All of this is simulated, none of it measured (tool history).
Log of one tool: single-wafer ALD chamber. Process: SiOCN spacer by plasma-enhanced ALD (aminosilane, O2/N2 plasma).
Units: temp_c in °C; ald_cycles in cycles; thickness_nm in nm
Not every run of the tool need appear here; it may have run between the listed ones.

run	hour	temp_c	ald_cycles	thickness_nm
1	0	420	93	4.9542
2	1.6	423	92	4.9
3	8	423	101	5.359
4	14.5	425	98	5.1494
5	22.2	416	98	5.3224
6	30.1	416	87	4.7291
7	31.3	419	86	4.6241
8	40.1	422	85	4.5242
9	42	424	85	4.4797
10	43.9	424	85	4.5048

Run 11 is up next; what results do you expect?
# hour 46.8: thermocouple changed; heater temperature recalibrated
11	46.8	426	85	?

thickness_nm: 4.4018 nm
